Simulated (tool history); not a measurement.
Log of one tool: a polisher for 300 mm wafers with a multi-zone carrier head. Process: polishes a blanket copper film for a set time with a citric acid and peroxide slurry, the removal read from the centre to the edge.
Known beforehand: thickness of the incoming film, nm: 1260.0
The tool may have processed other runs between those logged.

run,hour,flow of slurry (ml/min),pressure of the head's centre zone,pressure of the head's middle zone,pressure of the head's edge zone,abrasive content of the slurry,polishing time (s),film removed at the wafer's centre (nm),film removed at mid-radius (nm),film removed at the wafer's edge (nm)
1,0.0,230,1.00,1.00,1.00,1.00,67,213.70,214.28,213.05
2,7.5,230,1.00,1.00,1.00,1.15,67,222.39,222.36,219.97
3,11.1,225,0.97,0.99,0.98,1.00,64,200.58,204.96,200.13
4,16.1,225,0.97,0.99,0.98,1.00,58,179.86,182.06,180.58
5,19.4,225,0.97,0.99,0.98,1.00,74,230.63,235.99,232.93
6,22.9,225,0.97,0.99,0.98,1.00,60,185.30,190.40,192.36
7,26.3,220,0.96,0.99,0.96,0.90,58,173.57,180.90,177.65
8,33.6,215,0.94,0.97,0.94,0.80,57,164.39,170.19,168.18

Forecast run 9:
9,41.8,210,0.92,0.96,0.93,0.75,56,?,?,?

Logged for run 9: film removed at the wafer's centre (nm) 152.13, film removed at mid-radius (nm) 164.21, film removed at the wafer's edge (nm) 160.53.

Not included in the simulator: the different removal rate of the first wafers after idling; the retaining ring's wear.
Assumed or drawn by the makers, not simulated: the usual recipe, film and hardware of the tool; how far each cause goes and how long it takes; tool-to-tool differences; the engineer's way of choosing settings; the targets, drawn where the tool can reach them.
